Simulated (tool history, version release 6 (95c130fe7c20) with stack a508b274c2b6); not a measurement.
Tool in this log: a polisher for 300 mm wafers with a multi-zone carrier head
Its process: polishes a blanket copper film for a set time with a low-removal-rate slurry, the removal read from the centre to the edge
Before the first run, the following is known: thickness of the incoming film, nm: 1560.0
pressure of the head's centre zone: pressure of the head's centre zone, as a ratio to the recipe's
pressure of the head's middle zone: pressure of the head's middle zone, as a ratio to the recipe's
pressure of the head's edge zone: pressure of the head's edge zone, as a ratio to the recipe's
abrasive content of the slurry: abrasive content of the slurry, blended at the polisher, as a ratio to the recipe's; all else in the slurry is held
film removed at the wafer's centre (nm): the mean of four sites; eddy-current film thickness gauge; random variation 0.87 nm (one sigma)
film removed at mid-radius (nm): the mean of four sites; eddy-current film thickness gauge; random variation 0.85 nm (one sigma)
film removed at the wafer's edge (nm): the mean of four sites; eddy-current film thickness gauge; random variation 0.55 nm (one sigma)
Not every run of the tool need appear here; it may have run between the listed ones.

| run | hour | flow of slurry (ml/min) | pressure of the head's centre zone | pressure of the head's middle zone | pressure of the head's edge zone | abrasive content of the slurry | polishing time (s) | film removed at the wafer's centre (nm) | film removed at mid-radius (nm) | film removed at the wafer's edge (nm) |
|---|---|---|---|---|---|---|---|---|---|---|
| 1 | 0.0 | 165 | 1.00 | 1.00 | 1.00 | 1.00 | 47 | 87.316 | 86.760 | 88.091 |
| 2 | 5.8 | 165 | 1.00 | 1.01 | 0.96 | 0.90 | 43 | 74.734 | 75.917 | 77.000 |
| 3 | 11.9 | 165 | 1.03 | 1.04 | 0.92 | 0.80 | 41 | 72.656 | 71.593 | 68.421 |
| 4 | 13.7 | 160 | 1.03 | 1.05 | 0.89 | 0.70 | 40 | 67.408 | 66.240 | 60.944 |
| 5 | 16.7 | 150 | 1.02 | 1.05 | 0.87 | 0.70 | 40 | 63.325 | 66.012 | 61.397 |
| 6 | 18.5 | 145 | 1.03 | 1.05 | 0.86 | 0.65 | 40 | 62.580 | 64.439 | 58.160 |
| 7 | 25.7 | 140 | 1.04 | 1.04 | 0.85 | 0.65 | 40 | 62.927 | 63.407 | 58.113 |

Forecast run 8:
| 8 | 30.4 | 135 | 1.04 | 1.04 | 0.84 | 0.65 | 40 | ? | ? | ? |

{"run 8": {"film removed at the wafer's centre (nm)": 63.502, "film removed at mid-radius (nm)": 60.867, "film removed at the wafer's edge (nm)": 57.295}}

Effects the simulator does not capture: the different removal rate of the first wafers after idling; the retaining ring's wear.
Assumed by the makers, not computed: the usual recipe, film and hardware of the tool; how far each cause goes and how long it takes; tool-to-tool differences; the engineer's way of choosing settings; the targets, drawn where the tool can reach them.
